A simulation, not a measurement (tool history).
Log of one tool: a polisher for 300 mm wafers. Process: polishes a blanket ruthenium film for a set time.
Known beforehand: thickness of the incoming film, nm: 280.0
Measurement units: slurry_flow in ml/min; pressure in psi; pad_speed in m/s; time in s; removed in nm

run,hour,slurry_flow,pressure,pad_speed,time,removed
1,0,270,1.9,1.08,101,96.672
2,3,265,1.8,1.08,101,92.876
3,6.4,265,1.7,1.08,101,87.639
4,12.1,310,1.7,1.08,101,89.818
5,17.5,285,1.7,1.08,101,88.657
6,25.8,270,1.6,1.08,101,83.684
7,29.8,260,1.6,1.08,101,85.313

Run 8, settings as shown, results not yet in. Your forecast:
8,35.3,260,1.5,1.08,101,?

{"run 8": {"removed": 79.604}}
